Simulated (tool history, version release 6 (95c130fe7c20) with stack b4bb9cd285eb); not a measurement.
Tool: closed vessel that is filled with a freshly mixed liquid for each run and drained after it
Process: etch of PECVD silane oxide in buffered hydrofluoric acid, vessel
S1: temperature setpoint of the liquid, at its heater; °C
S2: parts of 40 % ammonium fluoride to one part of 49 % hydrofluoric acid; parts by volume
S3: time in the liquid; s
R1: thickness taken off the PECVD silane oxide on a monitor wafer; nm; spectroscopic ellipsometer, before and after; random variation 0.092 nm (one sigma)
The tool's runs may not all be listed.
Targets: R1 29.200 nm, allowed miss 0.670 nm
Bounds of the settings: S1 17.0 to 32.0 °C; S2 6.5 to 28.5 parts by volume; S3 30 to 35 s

run 1 hour=0.0 | S1=24.0 S2=17.5 S3=35 | R1=43.194
run 2 hour=8.7 | S1=24.0 S2=20.0 S3=35 | R1=37.969
run 3 hour=17.7 | S1=24.0 S2=20.0 S3=35 | R1=37.944
run 4 hour=23.4 | S1=27.0 S2=20.0 S3=35 | R1=44.684
run 5 hour=27.1 | S1=25.5 S2=20.0 S3=35 | R1=41.317
run 6 hour=29.4 | S1=27.0 S2=20.0 S3=35 | R1=44.327
run 7 hour=35.7 | S1=25.5 S2=20.0 S3=35 | R1=41.133
run 8 hour=43.8 | S1=21.5 S2=20.5 S3=35 | R1=32.428
run 9 hour=45.4 | S1=19.0 S2=20.5 S3=35 | R1=28.316

4 next moves are on the table. One of them brings every result within its allowed miss. Which?
run A hour=47.0 | S1=20.5 S2=20.0 S3=30 | R1=?
run B hour=47.0 | S1=18.5 S2=22.0 S3=35 | R1=?
run C hour=47.0 | S1=17.0 S2=17.5 S3=35 | R1=?
run D hour=47.0 | S1=20.0 S2=19.0 S3=30 | R1=?

move=A R1=26.641
move=B R1=26.001
move=C R1=29.092
move=D R1=27.252
A: further off than the last run
B: further off than the last run
C: meets every target
D: further off than the last run
Answer: C
